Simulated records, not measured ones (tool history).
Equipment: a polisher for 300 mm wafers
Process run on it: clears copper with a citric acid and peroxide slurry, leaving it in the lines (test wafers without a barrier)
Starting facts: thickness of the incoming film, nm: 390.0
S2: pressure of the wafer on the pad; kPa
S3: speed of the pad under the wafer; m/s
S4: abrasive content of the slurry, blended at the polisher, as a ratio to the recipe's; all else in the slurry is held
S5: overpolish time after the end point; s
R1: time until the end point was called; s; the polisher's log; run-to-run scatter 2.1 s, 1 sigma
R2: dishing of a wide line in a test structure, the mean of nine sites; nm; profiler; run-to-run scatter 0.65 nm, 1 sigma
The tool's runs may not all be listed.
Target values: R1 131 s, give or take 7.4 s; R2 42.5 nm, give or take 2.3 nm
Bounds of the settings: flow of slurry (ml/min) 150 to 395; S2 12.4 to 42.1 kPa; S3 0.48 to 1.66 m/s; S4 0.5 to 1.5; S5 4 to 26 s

run 1 hour=0 | flow_of_slurry_(ml/min)=250 S2=26.9 S3=1.06 S4=1 S5=13 | R1=148.23 R2=26.859
run 2 hour=7.2 | flow_of_slurry_(ml/min)=250 S2=26.9 S3=1.3 S4=1 S5=13 | R1=126.63 R2=30.737
run 3 hour=15 | flow_of_slurry_(ml/min)=250 S2=26.9 S3=1.3 S4=1 S5=14 | R1=124.33 R2=33.197
run 4 hour=17.7 | flow_of_slurry_(ml/min)=250 S2=22.1 S3=1.3 S4=1 S5=14 | R1=147.21 R2=27.054
run 5 hour=18.7 | flow_of_slurry_(ml/min)=250 S2=22.8 S3=1.3 S4=1 S5=15 | R1=143.77 R2=30.821
run 6 hour=23.2 | flow_of_slurry_(ml/min)=250 S2=23.4 S3=1.3 S4=1 S5=15 | R1=142.15 R2=31.496
run 7 hour=26.2 | flow_of_slurry_(ml/min)=250 S2=24.1 S3=1.3 S4=1 S5=15 | R1=138.2 R2=31.845
-- hour=30 worn pad replaced by a new one
run 8 hour=30 | flow_of_slurry_(ml/min)=250 S2=24.1 S3=1.3 S4=1 S5=15 | R1=128.8 R2=34.824
run 9 hour=34.2 | flow_of_slurry_(ml/min)=250 S2=24.1 S3=1.28 S4=1 S5=15 | R1=127.37 R2=34.68
run 10 hour=39.7 | flow_of_slurry_(ml/min)=250 S2=24.1 S3=1.26 S4=1 S5=15 | R1=127.63 R2=34.468
run 11 hour=41 | flow_of_slurry_(ml/min)=245 S2=23.4 S3=1.22 S4=1 S5=16 | R1=138.95 R2=33.554
run 12 hour=46 | flow_of_slurry_(ml/min)=250 S2=24.1 S3=1.2 S4=1 S5=18 | R1=134.49 R2=38.896

Pick the move, out of 4, that brings all results within their allowed miss; only one does.
run A hour=51 | flow_of_slurry_(ml/min)=250 S2=24.8 S3=1.22 S4=0.9 S5=17 | R1=? R2=?
run B hour=51 | flow_of_slurry_(ml/min)=255 S2=27.6 S3=1.24 S4=1 S5=15 | R1=? R2=?
run C hour=51 | flow_of_slurry_(ml/min)=250 S2=29 S3=1.12 S4=1.15 S5=17 | R1=? R2=?
run D hour=51 | flow_of_slurry_(ml/min)=255 S2=24.1 S3=1.2 S4=1.1 S5=19 | R1=? R2=?

move=A R1=133.8 R2=37.341
move=B R1=115.88 R2=38.116
move=C R1=115.67 R2=42.856
move=D R1=132.12 R2=41.735
A: misses by more than the last run did
B: misses by more than the last run did
C: brings the last run's worst result on target, with another outside its allowed miss
D: all results land within tolerance of their targets
Go with D: it meets all targets.

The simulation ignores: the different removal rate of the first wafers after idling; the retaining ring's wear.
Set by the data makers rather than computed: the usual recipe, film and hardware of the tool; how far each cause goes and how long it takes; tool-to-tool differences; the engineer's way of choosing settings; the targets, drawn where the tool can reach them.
